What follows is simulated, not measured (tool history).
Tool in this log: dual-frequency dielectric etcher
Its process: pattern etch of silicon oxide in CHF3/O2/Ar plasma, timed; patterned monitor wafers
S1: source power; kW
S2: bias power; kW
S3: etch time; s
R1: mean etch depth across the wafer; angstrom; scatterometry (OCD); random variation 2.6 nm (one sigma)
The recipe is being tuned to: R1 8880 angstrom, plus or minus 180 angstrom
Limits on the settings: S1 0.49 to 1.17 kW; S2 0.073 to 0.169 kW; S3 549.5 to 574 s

run,hour,S1,S2,S3,R1
1,0,0.83,0.121,549.5,11240
2,1.9,0.83,0.121,574,11689
3,10.4,0.83,0.111,574,11405
4,18.5,0.83,0.111,574,11404
5,26.2,0.79,0.106,572.5,10904
6,27.1,0.65,0.106,572.5,9817.6
7,32.5,0.63,0.106,572.5,9669.3
8,39.8,0.61,0.106,572.5,9482.5
9,45,0.6,0.106,572.5,9364.9
10,52.3,0.59,0.106,572.5,9338.7
11,60.1,0.58,0.106,572.5,9208.1
12,67.2,0.57,0.106,572.5,9186.2

Consider the 5 candidate settings below. Which is the only one whose results all fall within their allowed miss of target?
A,74.3,0.63,0.1,571,?
B,74.3,0.61,0.11,569,?
C,74.3,0.54,0.118,555,?
D,74.3,0.61,0.112,567.5,?
E,74.3,0.54,0.127,574,?

move,R1
A,9472.2
B,9570.4
C,8911.5
D,9603.7
E,9456.8
A: misses by more than the last run did
B: misses by more than the last run did
C: hits every target within its allowed miss
D: misses by more than the last run did
E: misses by more than the last run did
The move that meets every target is C.

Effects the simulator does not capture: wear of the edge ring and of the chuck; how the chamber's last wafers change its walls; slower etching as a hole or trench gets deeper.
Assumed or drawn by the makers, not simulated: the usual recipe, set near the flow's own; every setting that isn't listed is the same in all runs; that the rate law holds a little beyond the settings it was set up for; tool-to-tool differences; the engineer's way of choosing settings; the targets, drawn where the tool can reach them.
